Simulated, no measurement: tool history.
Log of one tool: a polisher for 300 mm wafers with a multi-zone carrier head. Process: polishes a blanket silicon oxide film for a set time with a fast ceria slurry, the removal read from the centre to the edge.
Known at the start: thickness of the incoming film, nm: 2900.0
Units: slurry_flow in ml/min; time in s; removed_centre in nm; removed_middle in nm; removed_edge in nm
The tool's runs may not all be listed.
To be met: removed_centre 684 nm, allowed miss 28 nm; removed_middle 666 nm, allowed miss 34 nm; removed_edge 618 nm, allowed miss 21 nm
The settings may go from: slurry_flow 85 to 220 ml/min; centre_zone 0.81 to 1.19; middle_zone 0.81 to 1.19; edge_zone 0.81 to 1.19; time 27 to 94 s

{"run": 1, "hour": 0.0, "slurry_flow": 140, "centre_zone": 1, "middle_zone": 1, "edge_zone": 1, "time": 60, "removed_centre": 1217.4, "removed_middle": 1199.8, "removed_edge": 1201.9}
{"run": 2, "hour": 8.2, "slurry_flow": 135, "centre_zone": 1.01, "middle_zone": 1, "edge_zone": 0.96, "time": 51, "removed_centre": 1020.4, "removed_middle": 1023.8, "removed_edge": 988.58}
{"run": 3, "hour": 9.2, "slurry_flow": 135, "centre_zone": 1.01, "middle_zone": 1, "edge_zone": 1, "time": 51, "removed_centre": 1042.2, "removed_middle": 1028.7, "removed_edge": 1006.1}
{"run": 4, "hour": 17.4, "slurry_flow": 130, "centre_zone": 1.02, "middle_zone": 0.99, "edge_zone": 0.97, "time": 45, "removed_centre": 932.47, "removed_middle": 894.73, "removed_edge": 878.82}
{"run": 5, "hour": 19.0, "slurry_flow": 125, "centre_zone": 1.02, "middle_zone": 0.99, "edge_zone": 0.94, "time": 41, "removed_centre": 826.5, "removed_middle": 785.17, "removed_edge": 772.06}
{"run": 6, "hour": 27.0, "slurry_flow": 120, "centre_zone": 1.02, "middle_zone": 1, "edge_zone": 0.91, "time": 40, "removed_centre": 796.13, "removed_middle": 783.48, "removed_edge": 736.75}
{"run": 7, "hour": 31.0, "slurry_flow": 115, "centre_zone": 1.02, "middle_zone": 0.99, "edge_zone": 0.89, "time": 39, "removed_centre": 763.27, "removed_middle": 742.02, "removed_edge": 712.09}
{"run": 8, "hour": 31.9, "slurry_flow": 110, "centre_zone": 1.03, "middle_zone": 0.99, "edge_zone": 0.87, "time": 38, "removed_centre": 734.45, "removed_middle": 696.78, "removed_edge": 671.96}
{"run": 9, "hour": 36.4, "slurry_flow": 105, "centre_zone": 1.03, "middle_zone": 1, "edge_zone": 0.86, "time": 38, "removed_centre": 708.65, "removed_middle": 694.92, "removed_edge": 665.47}
{"run": 10, "hour": 39.6, "slurry_flow": 100, "centre_zone": 1.07, "middle_zone": 1.01, "edge_zone": 0.81, "time": 35, "removed_centre": 692.57, "removed_middle": 647.02, "removed_edge": 590.65}
{"run": 11, "hour": 42.8, "slurry_flow": 100, "centre_zone": 1.06, "middle_zone": 1.01, "edge_zone": 0.82, "time": 35, "removed_centre": 673.67, "removed_middle": 644.64, "removed_edge": 591.3}

5 next moves are on the table. One of them brings every result within its allowed miss. Which?
{"run": "A", "hour": 46.0, "slurry_flow": 120, "centre_zone": 1.02, "middle_zone": 0.94, "edge_zone": 0.92, "time": 33, "removed_centre": "?", "removed_middle": "?", "removed_edge": "?"}
{"run": "B", "hour": 46.0, "slurry_flow": 115, "centre_zone": 1.06, "middle_zone": 1.04, "edge_zone": 0.9, "time": 34, "removed_centre": "?", "removed_middle": "?", "removed_edge": "?"}
{"run": "C", "hour": 46.0, "slurry_flow": 100, "centre_zone": 1.07, "middle_zone": 0.93, "edge_zone": 0.86, "time": 35, "removed_centre": "?", "removed_middle": "?", "removed_edge": "?"}
{"run": "D", "hour": 46.0, "slurry_flow": 105, "centre_zone": 1.06, "middle_zone": 0.97, "edge_zone": 0.91, "time": 34, "removed_centre": "?", "removed_middle": "?", "removed_edge": "?"}
{"run": "E", "hour": 46.0, "slurry_flow": 105, "centre_zone": 1.17, "middle_zone": 1.06, "edge_zone": 0.81, "time": 32, "removed_centre": "?", "removed_middle": "?", "removed_edge": "?"}

move=A removed_centre=643.93 removed_middle=613.58 removed_edge=614.89
move=B removed_centre=679.9 removed_middle=680.24 removed_edge=621.22
move=C removed_centre=671.74 removed_middle=610.5 removed_edge=609.19
move=D removed_centre=658.74 removed_middle=624.15 removed_edge=613.42
move=E removed_centre=682.66 removed_middle=632.96 removed_edge=547.3
A: brings the result that was furthest off to its target, and leaves another outside
B: meets every target
C: brings the result that was furthest off to its target, and leaves another outside
D: brings the result that was furthest off to its target, and leaves another outside
E: further off than the last run
Move B is the one to make.
